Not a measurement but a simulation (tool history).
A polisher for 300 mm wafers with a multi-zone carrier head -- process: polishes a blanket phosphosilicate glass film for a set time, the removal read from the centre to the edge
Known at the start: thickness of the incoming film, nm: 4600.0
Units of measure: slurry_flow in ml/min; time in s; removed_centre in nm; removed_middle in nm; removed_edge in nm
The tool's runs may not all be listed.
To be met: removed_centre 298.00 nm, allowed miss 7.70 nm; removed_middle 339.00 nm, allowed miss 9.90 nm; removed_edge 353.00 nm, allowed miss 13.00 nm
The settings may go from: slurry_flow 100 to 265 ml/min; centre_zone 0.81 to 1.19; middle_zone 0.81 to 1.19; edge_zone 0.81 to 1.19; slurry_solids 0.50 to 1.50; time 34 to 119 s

{"run": 1, "hour": 0.0, "slurry_flow": 170, "centre_zone": 1.0, "middle_zone": 1.0, "edge_zone": 1.0, "slurry_solids": 1.0, "time": 76, "removed_centre": 462.45, "removed_middle": 474.59, "removed_edge": 454.35}
{"run": 2, "hour": 0.8, "slurry_flow": 155, "centre_zone": 0.94, "middle_zone": 0.96, "edge_zone": 0.98, "slurry_solids": 0.85, "time": 76, "removed_centre": 408.68, "removed_middle": 424.27, "removed_edge": 417.1}
{"run": 3, "hour": 9.2, "slurry_flow": 155, "centre_zone": 0.98, "middle_zone": 0.96, "edge_zone": 0.98, "slurry_solids": 0.85, "time": 76, "removed_centre": 414.92, "removed_middle": 419.73, "removed_edge": 416.9}
{"run": 4, "hour": 11.6, "slurry_flow": 155, "centre_zone": 0.98, "middle_zone": 0.9, "edge_zone": 0.98, "slurry_solids": 0.85, "time": 76, "removed_centre": 425.06, "removed_middle": 396.56, "removed_edge": 420.57}
{"run": 5, "hour": 15.9, "slurry_flow": 180, "centre_zone": 0.98, "middle_zone": 0.9, "edge_zone": 0.98, "slurry_solids": 0.85, "time": 76, "removed_centre": 435.07, "removed_middle": 411.17, "removed_edge": 431.11}
{"run": 6, "hour": 23.6, "slurry_flow": 180, "centre_zone": 0.98, "middle_zone": 0.9, "edge_zone": 0.98, "slurry_solids": 0.85, "time": 93, "removed_centre": 534.74, "removed_middle": 494.74, "removed_edge": 513.28}
{"run": 7, "hour": 28.7, "slurry_flow": 160, "centre_zone": 0.92, "middle_zone": 0.91, "edge_zone": 0.99, "slurry_solids": 0.75, "time": 87, "removed_centre": 428.23, "removed_middle": 442.91, "removed_edge": 457.32}
{"run": 8, "hour": 29.7, "slurry_flow": 145, "centre_zone": 0.89, "middle_zone": 0.9, "edge_zone": 0.97, "slurry_solids": 0.65, "time": 84, "removed_centre": 366.51, "removed_middle": 389.12, "removed_edge": 403.29}
{"run": 9, "hour": 37.5, "slurry_flow": 135, "centre_zone": 0.86, "middle_zone": 0.89, "edge_zone": 0.95, "slurry_solids": 0.6, "time": 84, "removed_centre": 336.95, "removed_middle": 364.03, "removed_edge": 384.65}
{"run": 10, "hour": 43.6, "slurry_flow": 105, "centre_zone": 0.81, "middle_zone": 0.9, "edge_zone": 0.86, "slurry_solids": 0.55, "time": 84, "removed_centre": 284.02, "removed_middle": 330.42, "removed_edge": 329.53}

4 next moves are on the table. One of them brings every result within its allowed miss. Which?
{"run": "A", "hour": 49.7, "slurry_flow": 130, "centre_zone": 0.91, "middle_zone": 0.96, "edge_zone": 0.91, "slurry_solids": 0.6, "time": 71, "removed_centre": "?", "removed_middle": "?", "removed_edge": "?"}
{"run": "B", "hour": 49.7, "slurry_flow": 155, "centre_zone": 0.81, "middle_zone": 0.88, "edge_zone": 0.91, "slurry_solids": 0.55, "time": 79, "removed_centre": "?", "removed_middle": "?", "removed_edge": "?"}
{"run": "C", "hour": 49.7, "slurry_flow": 110, "centre_zone": 0.89, "middle_zone": 0.97, "edge_zone": 0.81, "slurry_solids": 0.55, "time": 78, "removed_centre": "?", "removed_middle": "?", "removed_edge": "?"}
{"run": "D", "hour": 49.7, "slurry_flow": 120, "centre_zone": 0.86, "middle_zone": 0.95, "edge_zone": 0.81, "slurry_solids": 0.5, "time": 83, "removed_centre": "?", "removed_middle": "?", "removed_edge": "?"}

move=A removed_centre=296.92 removed_middle=323.53 removed_edge=318.44
move=B removed_centre=295.78 removed_middle=335.63 removed_edge=351.27
move=C removed_centre=290.66 removed_middle=329.08 removed_edge=310.64
move=D removed_centre=294.90 removed_middle=338.42 removed_edge=322.51
A: corrects the largest miss of the last run, while another result sits out of spec
B: all results land within tolerance of their targets
C: corrects the largest miss of the last run, while another result sits out of spec
D: corrects the largest miss of the last run, while another result sits out of spec
Move B is the one to make.
